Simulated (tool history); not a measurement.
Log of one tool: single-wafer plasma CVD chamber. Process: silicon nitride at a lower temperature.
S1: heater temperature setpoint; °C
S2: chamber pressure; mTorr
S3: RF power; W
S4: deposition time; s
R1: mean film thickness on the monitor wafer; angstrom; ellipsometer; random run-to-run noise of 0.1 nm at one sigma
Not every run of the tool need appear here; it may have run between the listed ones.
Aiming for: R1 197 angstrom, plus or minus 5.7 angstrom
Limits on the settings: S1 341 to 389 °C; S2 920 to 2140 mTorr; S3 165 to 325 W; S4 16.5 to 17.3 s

run  hour   S1    S2   S3    S4      R1
  1     0  365  1530  245  17.3  173.39
  2   0.6  365  1530  220  17.3  165.05
  3   6.6  365  1530  220  17.3  165.66
  4   8.8  365  1650  235  17.3  173.17
  5  11.9  365  1750  235  17.3  175.07
  6  13.1  365  1750  235  16.5  166.94
  7  15.5  365  1760  250  16.7  176.26
  8  20.6  365  1780  260  16.8  181.79
  9  25.9  365  1800  265  16.9  184.63
 10  28.5  365  1820  270    17  186.83
 11  33.1  365  1820  270    17   187.5
 12  38.3  365  1840  275  17.1  191.27

Of the 5 settings listed for the next run, only one would bring every result within its allowed miss of target. Which one?
  A  43.5  370  1930  260  16.5   ?
  B  43.5  358  1900  275  16.5   ?
  C  43.5  368  1950  270  16.5   ?
  D  43.5  363  2070  240  17.3   ?
  E  43.5  364  1630  305  17.3   ?

move      R1
   A   181.8
   B  187.11
   C  186.03
   D   186.9
   E  197.64
A: moves away from the targets compared with the last run
B: moves away from the targets compared with the last run
C: moves away from the targets compared with the last run
D: moves away from the targets compared with the last run
E: all results in spec
The move that meets every target is E.
